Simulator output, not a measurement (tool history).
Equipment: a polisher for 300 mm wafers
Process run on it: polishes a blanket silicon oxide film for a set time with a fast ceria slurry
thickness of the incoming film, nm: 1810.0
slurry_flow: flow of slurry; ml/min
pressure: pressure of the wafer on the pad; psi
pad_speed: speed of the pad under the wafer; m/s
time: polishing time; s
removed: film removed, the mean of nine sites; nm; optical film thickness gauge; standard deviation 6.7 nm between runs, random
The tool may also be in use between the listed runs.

run,day,slurry_flow,pressure,pad_speed,time,removed
1,0,300,2.4,0.88,22,302.78
2,0.042,300,2.7,0.92,22,367.88
3,0.25,300,2.7,0.84,22,323.54
4,0.396,300,2.9,0.88,22,378.24
5,0.633,230,2.9,0.88,22,354.02
6,0.946,230,3.3,0.88,22,412.96
7,1.096,255,3.4,0.9,22,435.84
8,1.408,265,3.5,0.94,22,460.05
9,1.75,265,3.5,1,22,496.09
10,1.908,270,3.5,1.02,22,508.67
11,2.038,270,3.5,1.02,22,519.9

What will run 12 give?
12,2.288,270,3.7,1.08,22,?

removed: 562.51 nm

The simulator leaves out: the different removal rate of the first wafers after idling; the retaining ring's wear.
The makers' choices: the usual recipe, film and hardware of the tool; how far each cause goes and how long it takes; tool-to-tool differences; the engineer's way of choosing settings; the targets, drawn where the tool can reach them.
